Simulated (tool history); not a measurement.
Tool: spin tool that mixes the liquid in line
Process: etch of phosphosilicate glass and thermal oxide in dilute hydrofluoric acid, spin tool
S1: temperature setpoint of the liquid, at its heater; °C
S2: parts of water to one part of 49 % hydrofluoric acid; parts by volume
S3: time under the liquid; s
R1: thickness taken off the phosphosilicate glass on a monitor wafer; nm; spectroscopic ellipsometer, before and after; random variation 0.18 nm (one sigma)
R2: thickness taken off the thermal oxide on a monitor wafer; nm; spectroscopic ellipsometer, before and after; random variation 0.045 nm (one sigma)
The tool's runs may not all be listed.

run,hour,S1,S2,S3,R1,R2
1,0,21,230,60,22.82,0.98676
2,1.9,21.5,230,60,22.963,1.0113
3,10.6,21.5,300,60,16.465,0.71984
4,11.2,24,300,60,18.102,0.73658
5,16.4,25.5,300,60,18.876,0.78645
6,17.3,28.5,300,60,20.884,0.89298
7,22.7,28.5,290,60,21.754,0.97255

Forecast run 8:
8,23.3,28.5,285,60,?,?

R1: 22.466 nm
R2: 0.97567 nm
